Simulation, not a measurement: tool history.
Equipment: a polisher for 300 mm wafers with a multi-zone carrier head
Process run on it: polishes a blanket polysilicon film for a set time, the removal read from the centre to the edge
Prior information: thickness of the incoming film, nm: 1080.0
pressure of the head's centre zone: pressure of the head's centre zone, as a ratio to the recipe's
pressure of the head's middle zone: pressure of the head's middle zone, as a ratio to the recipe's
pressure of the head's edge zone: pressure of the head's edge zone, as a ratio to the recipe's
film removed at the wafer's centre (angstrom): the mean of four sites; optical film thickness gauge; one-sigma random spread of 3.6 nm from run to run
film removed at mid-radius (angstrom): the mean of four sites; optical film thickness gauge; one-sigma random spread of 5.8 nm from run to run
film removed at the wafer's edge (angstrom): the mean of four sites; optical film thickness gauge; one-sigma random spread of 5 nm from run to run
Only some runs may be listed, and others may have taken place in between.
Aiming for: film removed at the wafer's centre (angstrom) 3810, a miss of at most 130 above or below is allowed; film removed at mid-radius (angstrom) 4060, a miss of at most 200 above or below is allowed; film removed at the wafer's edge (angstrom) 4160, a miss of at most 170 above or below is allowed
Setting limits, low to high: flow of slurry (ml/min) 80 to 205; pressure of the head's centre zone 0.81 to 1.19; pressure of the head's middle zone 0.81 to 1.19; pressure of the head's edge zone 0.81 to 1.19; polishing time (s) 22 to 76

run  hour  flow of slurry (ml/min)  pressure of the head's centre zone  pressure of the head's middle zone  pressure of the head's edge zone  polishing time (s)  film removed at the wafer's centre (angstrom)  film removed at mid-radius (angstrom)  film removed at the wafer's edge (angstrom)
  1     0                      135                                   1                                   1                                 1                  49                                         3396.8                                   3125                                       3039.2
  2   0.8                      140                                0.96                                1.01                              1.05                  52                                         3465.8                                 3365.2                                       3329.5
  3   2.2                      150                                0.94                                1.02                              1.09                  54                                         3628.9                                 3501.5                                         3521
  4  10.5                      150                                0.91                                1.03                              1.11                  56                                         3608.7                                 3736.9                                       3708.7
  5    17                      160                                0.91                                1.03                              1.11                  56                                         3668.2                                 3802.7                                       3759.9
  6  25.5                      160                                0.87                                1.03                              1.11                  56                                         3475.3                                 3887.2                                       3765.2
  7  33.3                      165                                0.87                                1.02                              1.13                  57                                         3578.6                                 3775.1                                       3850.8
  8  37.2                      170                                0.87                                1.03                              1.15                  58                                         3623.6                                 4064.8                                       3900.2

Next run, 5 choices. One meets every target within its allowed miss, the rest don't. Which?
  A  41.1                      155                                0.84                                0.97                              1.06                  64                                              ?                                      ?                                            ?
  B  41.1                      165                                0.83                                1.04                              1.15                  68                                              ?                                      ?                                            ?
  C  41.1                      190                                0.98                                1.07                               1.1                  57                                              ?                                      ?                                            ?
  D  41.1                      185                                1.01                                1.08                              1.07                  56                                              ?                                      ?                                            ?
  E  41.1                      205                                0.92                                1.08                              1.11                  55                                              ?                                      ?                                            ?

move  film removed at the wafer's centre (angstrom)  film removed at mid-radius (angstrom)  film removed at the wafer's edge (angstrom)
   A                                         3827.7                                   4052                                       4245.8
   B                                         4074.9                                 4621.1                                       4738.2
   C                                         4145.7                                 4062.7                                       3950.7
   D                                         4178.1                                 4005.5                                       3815.1
   E                                         3803.9                                 3998.6                                       3862.2
A: each result inside its tolerance
B: moves the result that the last run missed by most past its target, out the other side
C: lands further from the targets than the last run did
D: lands further from the targets than the last run did
E: lands further from the targets than the last run did
So the answer is move A, the one that meets all the targets.
